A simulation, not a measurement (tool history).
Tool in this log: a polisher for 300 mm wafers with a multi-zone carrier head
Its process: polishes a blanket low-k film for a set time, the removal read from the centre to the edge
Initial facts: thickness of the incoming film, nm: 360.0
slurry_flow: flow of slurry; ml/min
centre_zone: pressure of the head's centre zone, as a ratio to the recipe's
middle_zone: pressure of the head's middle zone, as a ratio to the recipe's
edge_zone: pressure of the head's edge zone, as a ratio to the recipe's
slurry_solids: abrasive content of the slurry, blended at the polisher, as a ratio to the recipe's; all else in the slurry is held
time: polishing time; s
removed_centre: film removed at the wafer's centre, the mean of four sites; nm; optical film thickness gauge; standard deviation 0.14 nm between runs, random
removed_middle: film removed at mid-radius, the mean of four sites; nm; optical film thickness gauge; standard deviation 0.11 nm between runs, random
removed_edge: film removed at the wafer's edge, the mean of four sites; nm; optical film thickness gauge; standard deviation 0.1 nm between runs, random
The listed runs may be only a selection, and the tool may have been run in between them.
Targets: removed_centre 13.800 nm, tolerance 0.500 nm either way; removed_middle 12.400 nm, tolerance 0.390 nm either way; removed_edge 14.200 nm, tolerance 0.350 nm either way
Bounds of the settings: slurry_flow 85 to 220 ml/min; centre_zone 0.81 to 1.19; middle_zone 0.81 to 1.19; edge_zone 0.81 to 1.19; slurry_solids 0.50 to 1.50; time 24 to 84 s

run 1 hour=0.0 | slurry_flow=140 centre_zone=1.00 middle_zone=1.00 edge_zone=1.00 slurry_solids=1.00 time=54 | removed_centre=16.828 removed_middle=17.149 removed_edge=16.990
run 2 hour=6.3 | slurry_flow=135 centre_zone=1.00 middle_zone=0.98 edge_zone=0.99 slurry_solids=1.00 time=54 | removed_centre=17.158 removed_middle=16.661 removed_edge=16.873
run 3 hour=12.1 | slurry_flow=135 centre_zone=1.00 middle_zone=0.98 edge_zone=0.92 slurry_solids=1.00 time=54 | removed_centre=17.142 removed_middle=16.493 removed_edge=16.316
run 4 hour=19.8 | slurry_flow=130 centre_zone=0.99 middle_zone=0.96 edge_zone=0.91 slurry_solids=1.00 time=54 | removed_centre=16.604 removed_middle=15.979 removed_edge=16.167
run 5 hour=27.9 | slurry_flow=130 centre_zone=0.99 middle_zone=0.96 edge_zone=0.95 slurry_solids=1.00 time=54 | removed_centre=16.590 removed_middle=16.385 removed_edge=16.399
run 6 hour=32.7 | slurry_flow=160 centre_zone=0.99 middle_zone=0.96 edge_zone=0.95 slurry_solids=1.00 time=54 | removed_centre=16.915 removed_middle=16.966 removed_edge=16.983
run 7 hour=40.5 | slurry_flow=155 centre_zone=0.98 middle_zone=0.94 edge_zone=0.94 slurry_solids=1.00 time=54 | removed_centre=17.091 removed_middle=16.362 removed_edge=16.784
run 8 hour=44.2 | slurry_flow=150 centre_zone=0.97 middle_zone=0.93 edge_zone=0.93 slurry_solids=1.00 time=54 | removed_centre=16.902 removed_middle=15.969 removed_edge=16.573
run 9 hour=47.8 | slurry_flow=145 centre_zone=0.95 middle_zone=0.92 edge_zone=0.92 slurry_solids=1.00 time=54 | removed_centre=16.306 removed_middle=15.794 removed_edge=16.364
run 10 hour=50.4 | slurry_flow=140 centre_zone=0.94 middle_zone=0.91 edge_zone=0.92 slurry_solids=1.00 time=54 | removed_centre=16.115 removed_middle=15.836 removed_edge=16.292
run 11 hour=51.7 | slurry_flow=135 centre_zone=0.94 middle_zone=0.90 edge_zone=0.93 slurry_solids=0.95 time=54 | removed_centre=15.433 removed_middle=14.986 removed_edge=15.996
run 12 hour=57.5 | slurry_flow=130 centre_zone=0.94 middle_zone=0.89 edge_zone=0.92 slurry_solids=0.95 time=54 | removed_centre=15.509 removed_middle=14.982 removed_edge=15.757
run 13 hour=65.0 | slurry_flow=130 centre_zone=0.94 middle_zone=0.88 edge_zone=0.93 slurry_solids=0.90 time=54 | removed_centre=15.237 removed_middle=14.375 removed_edge=15.540
run 14 hour=67.8 | slurry_flow=125 centre_zone=0.94 middle_zone=0.87 edge_zone=0.93 slurry_solids=0.90 time=54 | removed_centre=14.588 removed_middle=14.126 removed_edge=15.468
run 15 hour=75.0 | slurry_flow=120 centre_zone=0.94 middle_zone=0.86 edge_zone=0.92 slurry_solids=0.90 time=54 | removed_centre=14.591 removed_middle=13.792 removed_edge=15.251
run 16 hour=82.2 | slurry_flow=115 centre_zone=0.94 middle_zone=0.85 edge_zone=0.91 slurry_solids=0.90 time=54 | removed_centre=14.514 removed_middle=13.645 removed_edge=15.155
run 17 hour=86.7 | slurry_flow=115 centre_zone=0.94 middle_zone=0.85 edge_zone=0.90 slurry_solids=0.90 time=54 | removed_centre=14.472 removed_middle=13.457 removed_edge=14.905
run 18 hour=93.4 | slurry_flow=110 centre_zone=0.94 middle_zone=0.85 edge_zone=0.90 slurry_solids=0.90 time=54 | removed_centre=14.367 removed_middle=13.233 removed_edge=14.975
run 19 hour=100.6 | slurry_flow=110 centre_zone=0.94 middle_zone=0.85 edge_zone=0.89 slurry_solids=0.90 time=54 | removed_centre=14.427 removed_middle=13.424 removed_edge=14.680
run 20 hour=104.6 | slurry_flow=100 centre_zone=0.94 middle_zone=0.83 edge_zone=0.89 slurry_solids=0.90 time=54 | removed_centre=13.678 removed_middle=12.900 removed_edge=14.587

Pick the move, out of 5, that brings all results within their allowed miss; only one does.
run A hour=108.6 | slurry_flow=105 centre_zone=0.95 middle_zone=0.82 edge_zone=0.90 slurry_solids=0.55 time=68 | removed_centre=? removed_middle=? removed_edge=?
run B hour=108.6 | slurry_flow=110 centre_zone=0.94 middle_zone=0.83 edge_zone=0.90 slurry_solids=0.90 time=54 | removed_centre=? removed_middle=? removed_edge=?
run C hour=108.6 | slurry_flow=90 centre_zone=0.91 middle_zone=0.93 edge_zone=0.93 slurry_solids=0.85 time=56 | removed_centre=? removed_middle=? removed_edge=?
run D hour=108.6 | slurry_flow=95 centre_zone=0.93 middle_zone=0.91 edge_zone=0.91 slurry_solids=0.90 time=54 | removed_centre=? removed_middle=? removed_edge=?
run E hour=108.6 | slurry_flow=85 centre_zone=0.93 middle_zone=0.86 edge_zone=0.85 slurry_solids=1.05 time=53 | removed_centre=? removed_middle=? removed_edge=?

move=A removed_centre=13.415 removed_middle=12.372 removed_edge=14.150
move=B removed_centre=14.081 removed_middle=13.234 removed_edge=14.934
move=C removed_centre=12.976 removed_middle=13.939 removed_edge=14.751
move=D removed_centre=13.378 removed_middle=13.777 removed_edge=14.633
move=E removed_centre=13.638 removed_middle=13.473 removed_edge=14.691
A: all results land within tolerance of their targets
B: the biggest miss grows against the last run
C: the biggest miss grows against the last run
D: the biggest miss grows against the last run
E: the biggest miss grows against the last run
The move that meets every target is A.
